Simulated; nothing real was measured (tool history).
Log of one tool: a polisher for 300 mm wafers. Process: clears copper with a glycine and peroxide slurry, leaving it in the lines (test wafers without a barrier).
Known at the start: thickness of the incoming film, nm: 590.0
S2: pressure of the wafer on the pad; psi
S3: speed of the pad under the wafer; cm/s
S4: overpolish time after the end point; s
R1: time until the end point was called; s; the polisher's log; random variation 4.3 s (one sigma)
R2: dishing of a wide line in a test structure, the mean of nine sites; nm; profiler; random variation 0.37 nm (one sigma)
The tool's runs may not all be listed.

Run 1, hour 0.0: flow of slurry (ml/min) 175, S2 1.9 psi, S3 100 cm/s, S4 28 s. Result: R1 166.73 s, R2 41.274 nm.
Run 2, hour 8.3: flow of slurry (ml/min) 175, S2 1.9 psi, S3 100 cm/s, S4 33 s. Result: R1 165.69 s, R2 42.688 nm.
Run 3, hour 9.4: flow of slurry (ml/min) 175, S2 1.7 psi, S3 100 cm/s, S4 30 s. Result: R1 182.12 s, R2 41.493 nm.
Run 4, hour 14.4: flow of slurry (ml/min) 175, S2 1.6 psi, S3 98 cm/s, S4 26 s. Result: R1 192.86 s, R2 39.160 nm.
Run 5, hour 20.4: flow of slurry (ml/min) 175, S2 1.5 psi, S3 96 cm/s, S4 24 s. Result: R1 194.70 s, R2 36.870 nm.
Run 6, hour 23.5: flow of slurry (ml/min) 175, S2 1.5 psi, S3 96 cm/s, S4 18 s. Result: R1 198.92 s, R2 31.024 nm.
Run 7, hour 28.1: flow of slurry (ml/min) 175, S2 1.5 psi, S3 96 cm/s, S4 18 s. Result: R1 198.51 s, R2 30.177 nm.

The next listed run, before its measurement:
Run 8, hour 32.9: flow of slurry (ml/min) 175, S2 1.4 psi, S3 96 cm/s, S4 20 s. Result: R1 ?, R2 ?.

{"run 8": {"R1": 204.19, "R2": 31.817}}
